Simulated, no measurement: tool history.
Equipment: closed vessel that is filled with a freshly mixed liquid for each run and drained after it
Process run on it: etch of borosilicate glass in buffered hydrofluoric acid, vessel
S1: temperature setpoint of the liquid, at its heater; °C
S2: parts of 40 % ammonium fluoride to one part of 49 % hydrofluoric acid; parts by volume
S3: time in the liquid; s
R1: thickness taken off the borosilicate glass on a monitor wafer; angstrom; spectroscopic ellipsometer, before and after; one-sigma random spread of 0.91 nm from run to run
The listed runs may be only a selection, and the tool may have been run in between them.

run	hour	S1	S2	S3	R1
1	0.0	21.0	23.5	100	460.76
2	6.7	21.0	29.5	100	394.45
3	11.7	21.0	30.0	100	391.43
4	12.6	24.5	30.0	100	470.78
5	18.4	25.0	28.0	100	507.17
6	22.8	25.0	28.0	100	513.87
7	27.7	25.5	26.0	100	554.11
8	35.7	29.0	18.5	105	901.63
9	41.5	29.0	18.0	105	935.51
10	50.4	29.0	17.5	105	939.82

Expected results for the next run?
11	58.7	29.0	17.0	105	?

Run 11 measured R1 981.09 angstrom.
